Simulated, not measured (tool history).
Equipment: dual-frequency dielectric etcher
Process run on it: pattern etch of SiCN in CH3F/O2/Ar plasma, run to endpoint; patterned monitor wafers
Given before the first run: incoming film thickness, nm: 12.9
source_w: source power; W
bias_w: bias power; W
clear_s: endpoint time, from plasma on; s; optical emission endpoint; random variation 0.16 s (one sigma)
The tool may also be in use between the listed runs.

run 1 hour=0.0 | source_w=410 bias_w=85 | clear_s=32.272
run 2 hour=0.8 | source_w=380 bias_w=81 | clear_s=33.597
run 3 hour=6.2 | source_w=430 bias_w=81 | clear_s=32.408
run 4 hour=11.0 | source_w=430 bias_w=86 | clear_s=31.536
run 5 hour=13.8 | source_w=430 bias_w=100 | clear_s=29.672
run 6 hour=18.0 | source_w=370 bias_w=100 | clear_s=31.271

For run 7, what comes out?
run 7 hour=20.0 | source_w=340 bias_w=94 | clear_s=?

{"run 7": {"clear_s": 33.028}}

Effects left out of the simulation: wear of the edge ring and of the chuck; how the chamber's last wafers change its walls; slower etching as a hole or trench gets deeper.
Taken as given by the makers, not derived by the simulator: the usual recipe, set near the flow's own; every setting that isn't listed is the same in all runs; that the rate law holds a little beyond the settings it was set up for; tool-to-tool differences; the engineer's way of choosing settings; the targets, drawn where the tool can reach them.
